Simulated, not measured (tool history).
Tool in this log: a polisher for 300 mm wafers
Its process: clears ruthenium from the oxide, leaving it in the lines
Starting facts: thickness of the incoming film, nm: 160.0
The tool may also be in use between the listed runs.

run,day,flow of slurry (ml/min),pressure of the wafer on the pad (kPa),speed of the pad under the wafer (cm/s),overpolish time after the end point (s),time until the end point was called (s)
1,0.000,205,17.2,122,8,113.57
2,0.208,205,14.5,122,8,132.25
3,0.254,205,14.5,138,8,119.91
4,0.571,245,14.5,138,8,118.18
5,0.608,245,13.8,138,8,120.27
6,0.683,245,13.1,138,8,124.39
7,0.962,245,12.4,138,8,129.50

Estimate the outcome of run 8 from the log above:
8,1.229,245,12.4,138,8,?

{"run 8": {"time until the end point was called (s)": 130.95}}
